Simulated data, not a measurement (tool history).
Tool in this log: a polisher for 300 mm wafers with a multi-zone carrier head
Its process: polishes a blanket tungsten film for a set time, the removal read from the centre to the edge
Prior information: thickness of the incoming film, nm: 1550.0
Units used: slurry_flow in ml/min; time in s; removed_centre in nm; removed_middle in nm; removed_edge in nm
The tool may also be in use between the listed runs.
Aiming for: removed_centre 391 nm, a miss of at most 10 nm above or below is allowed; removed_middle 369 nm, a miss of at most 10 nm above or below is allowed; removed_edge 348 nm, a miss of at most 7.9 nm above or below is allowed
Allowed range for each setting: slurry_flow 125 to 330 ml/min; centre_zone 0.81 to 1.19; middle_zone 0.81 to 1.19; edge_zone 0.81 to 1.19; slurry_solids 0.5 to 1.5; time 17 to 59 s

run  hour  slurry_flow  centre_zone  middle_zone  edge_zone  slurry_solids  time  removed_centre  removed_middle  removed_edge
  1     0          210            1            1          1              1    38          229.86          225.33        227.57
  2   8.2          235         1.05         1.05       1.05           1.15    41          271.95          259.14        261.93
  3    15          255         1.08         1.09       1.06           1.25    43          301.73          294.34        285.48
  4  21.3          270         1.12         1.11       1.08           1.35    44          330.54          313.11        305.42
  5  29.8          300         1.12         1.11       1.08           1.35    44          338.08          319.13        300.49
  6  32.3          300         1.12         1.11       1.08           1.35    49          375.26          347.79         341.9
  7  34.3          305         1.13         1.13       1.08           1.35    49          369.43          354.38        338.05
  8  35.8          310         1.15         1.14       1.09           1.35    49          380.87          354.98        340.09

5 candidate next runs follow, results not yet known. Just one meets every target within its allowed miss. Identify it.
  A  37.3          275         1.12         1.03       1.19            1.3    51               ?               ?             ?
  B  37.3          305         1.19         1.12       1.11            1.4    48               ?               ?             ?
  C  37.3          290         1.14         1.07       1.19              1    52               ?               ?             ?
  D  37.3          305         1.16         1.16       1.12           1.35    50               ?               ?             ?
  E  37.3          330          1.1         1.19       1.05            1.3    52               ?               ?             ?

move  removed_centre  removed_middle  removed_edge
   A          376.47          334.32        358.88
   B          388.76          344.55        336.68
   C          363.61          325.76        339.72
   D          390.64           364.5        348.21
   E          383.67          384.72        350.14
A: further off than the last run
B: further off than the last run
C: further off than the last run
D: all results land within tolerance of their targets
E: takes the biggest miss from the last run beyond its target
The right move is D.
